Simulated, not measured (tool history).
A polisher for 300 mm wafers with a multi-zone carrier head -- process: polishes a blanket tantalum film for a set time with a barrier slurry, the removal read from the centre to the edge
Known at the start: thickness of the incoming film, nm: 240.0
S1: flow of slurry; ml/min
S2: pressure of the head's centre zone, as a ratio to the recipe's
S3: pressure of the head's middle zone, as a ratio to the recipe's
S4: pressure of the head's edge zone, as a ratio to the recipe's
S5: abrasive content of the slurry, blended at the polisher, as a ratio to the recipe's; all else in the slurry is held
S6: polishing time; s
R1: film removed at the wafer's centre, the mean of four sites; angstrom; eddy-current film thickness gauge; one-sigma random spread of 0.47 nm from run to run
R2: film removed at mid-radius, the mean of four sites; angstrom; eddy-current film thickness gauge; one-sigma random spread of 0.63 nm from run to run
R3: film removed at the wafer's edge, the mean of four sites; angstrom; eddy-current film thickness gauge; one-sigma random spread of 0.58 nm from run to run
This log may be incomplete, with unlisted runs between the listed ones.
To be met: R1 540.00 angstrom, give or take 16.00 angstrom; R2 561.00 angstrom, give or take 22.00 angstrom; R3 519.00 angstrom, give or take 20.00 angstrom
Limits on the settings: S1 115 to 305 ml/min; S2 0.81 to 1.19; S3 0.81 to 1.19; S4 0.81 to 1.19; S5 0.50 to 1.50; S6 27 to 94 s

run,hour,S1,S2,S3,S4,S5,S6,R1,R2,R3
1,0.0,195,1.00,1.00,1.00,1.00,60,889.64,851.48,830.68
2,6.0,175,1.00,1.00,1.00,1.00,60,855.98,835.36,837.48
3,7.0,175,1.00,1.00,1.00,1.00,50,728.00,695.55,686.26
4,7.7,190,0.96,0.99,0.96,0.85,48,668.25,650.08,633.20
5,16.6,185,0.94,0.99,0.93,0.75,47,610.14,614.93,591.72
6,19.6,185,0.94,0.99,0.93,0.90,47,639.96,644.46,622.50
7,22.3,180,0.93,0.99,0.91,0.75,47,598.61,599.57,592.22
8,23.4,185,0.93,1.01,0.89,0.65,46,574.45,591.42,563.04
9,31.7,180,0.93,1.02,0.87,0.60,46,558.29,578.72,541.23

Exercise: of the 4 proposed moves below, exactly one satisfies all targets within the stated allowed misses. Which move is it?
A,40.0,185,0.99,1.01,1.01,0.70,40,?,?,?
B,40.0,150,0.93,0.81,0.90,0.60,50,?,?,?
C,40.0,205,0.90,1.12,0.81,0.65,44,?,?,?
D,40.0,250,0.93,1.03,0.91,0.70,41,?,?,?

move,R1,R2,R3
A,541.75,514.03,515.32
B,586.47,495.49,580.80
C,545.01,617.53,522.59
D,549.25,559.90,525.91
A: corrects the largest miss of the last run, while another result sits out of spec
B: misses by more than the last run did
C: corrects the largest miss of the last run, while another result sits out of spec
D: all results land within tolerance of their targets
The move that meets every target is D.
